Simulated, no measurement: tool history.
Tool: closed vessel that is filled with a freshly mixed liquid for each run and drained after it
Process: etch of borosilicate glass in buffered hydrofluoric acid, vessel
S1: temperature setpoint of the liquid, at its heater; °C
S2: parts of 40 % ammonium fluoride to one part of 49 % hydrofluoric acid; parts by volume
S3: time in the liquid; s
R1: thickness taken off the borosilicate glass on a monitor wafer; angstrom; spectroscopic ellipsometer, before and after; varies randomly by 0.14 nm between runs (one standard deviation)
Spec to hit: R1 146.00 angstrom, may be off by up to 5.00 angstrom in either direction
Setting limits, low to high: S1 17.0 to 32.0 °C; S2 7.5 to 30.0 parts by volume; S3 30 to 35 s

run,hour,S1,S2,S3,R1
1,0.0,24.0,22.0,35,195.96
2,7.5,22.5,22.0,35,184.32
3,16.7,21.0,22.0,35,167.66
4,23.2,20.5,22.0,35,162.77
5,27.2,20.0,22.0,35,159.15
6,30.8,20.0,16.5,35,203.61
7,37.6,19.0,17.5,35,174.93
8,43.0,18.5,18.0,35,170.19
9,50.4,18.0,18.5,35,163.10
# hour 56.2: hydrofluoric acid flow meter replaced
10,56.2,17.5,19.0,35,167.43

Pick the move, out of 4, that brings all results within their allowed miss; only one does.
A,62.0,17.5,19.5,35,?
B,62.0,17.0,20.5,30,?
C,62.0,17.0,16.5,30,?
D,62.0,17.5,23.0,35,?

move,R1
A,163.05
B,130.26
C,160.48
D,144.24
A: moves toward the targets from the last run without getting all of them in spec
B: pushes the last run's worst result past its target
C: moves toward the targets from the last run without getting all of them in spec
D: every result lands within tolerance
D is the move that brings every result within its allowed miss.

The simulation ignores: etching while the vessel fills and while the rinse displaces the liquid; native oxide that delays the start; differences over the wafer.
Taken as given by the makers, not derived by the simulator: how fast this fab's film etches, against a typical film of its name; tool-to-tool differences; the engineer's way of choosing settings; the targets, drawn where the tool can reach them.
